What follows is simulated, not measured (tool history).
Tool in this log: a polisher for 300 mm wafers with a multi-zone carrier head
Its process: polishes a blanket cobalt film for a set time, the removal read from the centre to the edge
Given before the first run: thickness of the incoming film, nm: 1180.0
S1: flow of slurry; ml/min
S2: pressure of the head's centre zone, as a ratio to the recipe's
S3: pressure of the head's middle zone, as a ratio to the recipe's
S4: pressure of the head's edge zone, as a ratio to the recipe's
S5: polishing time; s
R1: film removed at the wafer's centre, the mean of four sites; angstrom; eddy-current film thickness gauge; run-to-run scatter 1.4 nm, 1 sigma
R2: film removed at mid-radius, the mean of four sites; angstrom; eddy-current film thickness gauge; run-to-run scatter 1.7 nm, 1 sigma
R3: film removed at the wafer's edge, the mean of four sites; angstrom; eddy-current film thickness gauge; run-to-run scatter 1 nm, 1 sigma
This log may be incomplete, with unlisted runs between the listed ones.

run 1 hour=0 | S1=145 S2=1 S3=1 S4=1 S5=33 | R1=1967.5 R2=2033.2 R3=1939.4
run 2 hour=7.6 | S1=145 S2=0.94 S3=1 S4=1 S5=33 | R1=1844.9 R2=1966 R3=1939.3
run 3 hour=14.5 | S1=140 S2=0.92 S3=0.99 S4=0.97 S5=31 | R1=1657.6 R2=1825.5 R3=1786.6
run 4 hour=16.1 | S1=140 S2=0.92 S3=0.99 S4=0.97 S5=39 | R1=2164 R2=2295 R3=2230.6
run 5 hour=24 | S1=140 S2=0.84 S3=0.99 S4=0.97 S5=39 | R1=1943 R2=2353.3 R3=2245
run 6 hour=27 | S1=140 S2=0.84 S3=0.99 S4=0.97 S5=32 | R1=1560 R2=1901.2 R3=1842.7
run 7 hour=28.9 | S1=135 S2=0.85 S3=0.97 S4=0.94 S5=30 | R1=1495.8 R2=1708.8 R3=1689.6
run 8 hour=35.2 | S1=130 S2=0.84 S3=0.96 S4=0.92 S5=28 | R1=1356.8 R2=1587.1 R3=1552.8

Run 9, settings as shown, results not yet in. Your forecast:
run 9 hour=40 | S1=125 S2=0.84 S3=0.94 S4=0.9 S5=27 | R1=? R2=? R3=?

R1: 1297.6 angstrom
R2: 1483.7 angstrom
R3: 1476 angstrom
